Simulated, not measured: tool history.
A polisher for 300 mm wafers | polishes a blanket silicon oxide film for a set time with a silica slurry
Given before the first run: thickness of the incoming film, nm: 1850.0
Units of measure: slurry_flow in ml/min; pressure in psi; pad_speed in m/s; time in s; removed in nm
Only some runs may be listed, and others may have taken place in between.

| run | day | slurry_flow | pressure | pad_speed | slurry_solids | time | removed |
|---|---|---|---|---|---|---|---|
| 1 | 0 | 230 | 2.7 | 0.92 | 1 | 49 | 76.37 |
| 2 | 0.308 | 230 | 2.7 | 0.92 | 1 | 49 | 76.818 |
| 3 | 0.342 | 275 | 2.7 | 0.92 | 1 | 49 | 74.812 |
| 4 | 0.458 | 275 | 2.7 | 0.92 | 0.9 | 49 | 71.57 |
| 5 | 0.608 | 275 | 3.2 | 0.92 | 0.9 | 49 | 83.731 |
| 6 | 0.717 | 275 | 2.9 | 0.9 | 0.9 | 49 | 75.784 |

Predict the results of run 7:
| 7 | 1.046 | 275 | 2.7 | 0.9 | 0.9 | 49 | ? |

{"run 7": {"removed": 72.987}}
